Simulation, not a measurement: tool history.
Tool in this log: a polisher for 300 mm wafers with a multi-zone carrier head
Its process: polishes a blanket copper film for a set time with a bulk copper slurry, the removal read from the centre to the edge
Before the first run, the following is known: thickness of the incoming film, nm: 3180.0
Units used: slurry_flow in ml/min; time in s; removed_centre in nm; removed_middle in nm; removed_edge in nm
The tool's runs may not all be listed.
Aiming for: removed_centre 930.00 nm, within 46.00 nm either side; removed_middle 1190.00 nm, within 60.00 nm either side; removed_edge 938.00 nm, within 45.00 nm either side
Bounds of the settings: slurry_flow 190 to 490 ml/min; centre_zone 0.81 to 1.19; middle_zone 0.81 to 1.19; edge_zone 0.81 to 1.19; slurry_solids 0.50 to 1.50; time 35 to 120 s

run  hour  slurry_flow  centre_zone  middle_zone  edge_zone  slurry_solids  time  removed_centre  removed_middle  removed_edge
  1   0.0          315         1.00         1.00       1.00           1.00    77          769.90          787.04        771.70
  2   4.5          395         1.00         1.00       1.00           1.00    77          766.09          830.23        771.97
  3   6.5          440         1.00         1.00       1.00           1.00    77          772.31          832.00        805.41
  4  11.1          440         0.94         1.00       1.00           1.00    77          730.21          840.57        790.14
  5  13.8          410         0.94         1.00       1.00           1.00    77          733.37          828.84        786.38
  6  16.2          410         0.95         1.02       0.99           1.05    78          764.79          860.21        805.28
  7  25.0          415         0.94         1.04       0.98           1.10    79          749.75          883.71        822.45
  8  25.6          420         0.95         1.06       0.96           1.10    81          795.81          934.89        819.94
  9  26.2          425         0.95         1.07       0.96           1.15    82          820.60          979.05        837.88
 10  34.3          425         0.95         1.08       0.97           1.20    82          818.50          965.83        861.24
 11  42.0          425         0.95         1.09       0.96           1.20    83          821.24         1008.10        859.49
 12  46.7          425         0.96         1.10       0.96           1.20    84          826.90          995.91        858.27
 13  50.6          425         0.96         1.11       0.95           1.20    85          845.77         1037.50        855.46
 14  53.2          425         0.96         1.12       0.95           1.20    86          834.05         1078.10        875.99
 15  55.0          425         0.96         1.12       0.95           1.20    87          874.77         1023.30        887.57
 16  57.6          425         0.96         1.12       0.95           1.20    87          887.46         1053.60        903.10
 17  65.7          430         0.96         1.13       0.95           1.20    87          885.33         1061.70        891.28

Next run, 4 choices. One meets every target within its allowed miss, the rest don't. Which?
  A  73.8          485         0.95         1.18       0.91           1.45    88               ?               ?             ?
  B  73.8          425         0.93         1.09       1.14           1.30    84               ?               ?             ?
  C  73.8          420         0.87         1.17       0.90           1.30    91               ?               ?             ?
  D  73.8          390         1.17         1.12       1.07           1.20    78               ?               ?             ?

move  removed_centre  removed_middle  removed_edge
   A          920.95         1159.50        944.34
   B          835.12         1004.60        980.81
   C          845.61         1156.50        945.60
   D          957.24          934.46        864.99
A: each result inside its tolerance
B: lands further from the targets than the last run did
C: the worst result of the last run now meets its target, but another is out of spec
D: lands further from the targets than the last run did
So the answer is move A, the one that meets all the targets.
